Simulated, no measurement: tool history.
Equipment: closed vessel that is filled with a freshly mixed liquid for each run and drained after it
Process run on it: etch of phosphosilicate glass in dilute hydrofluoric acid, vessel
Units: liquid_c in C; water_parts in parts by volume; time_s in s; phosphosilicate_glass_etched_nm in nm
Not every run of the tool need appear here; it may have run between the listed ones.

run  hour  liquid_c  water_parts  time_s  phosphosilicate_glass_etched_nm
  1     0        22          225      35                           17.133
  2   4.1      20.5          225      35                           16.138
  3  12.6        20          240      35                            14.61
  4  17.2      21.5          240      35                           15.518
  5  18.9      20.5          255      35                           13.938
  6  19.6        20          270      35                           12.734
  7  23.6      19.5          280      35                           11.912
  8  26.6        19          290      35                            11.28
  9  28.8      18.5          295      35                           10.789
 10  30.8        18          300      35                           10.389
 11  38.9        18          300      35                           10.348
 12  43.2        18          305      35                           10.167
 13  50.1        18          310      35                           9.8989

What does the tool deliver on the next run?
 14  58.7        18          315      35                                ?

Logged for run 14: phosphosilicate_glass_etched_nm 9.7084 nm.
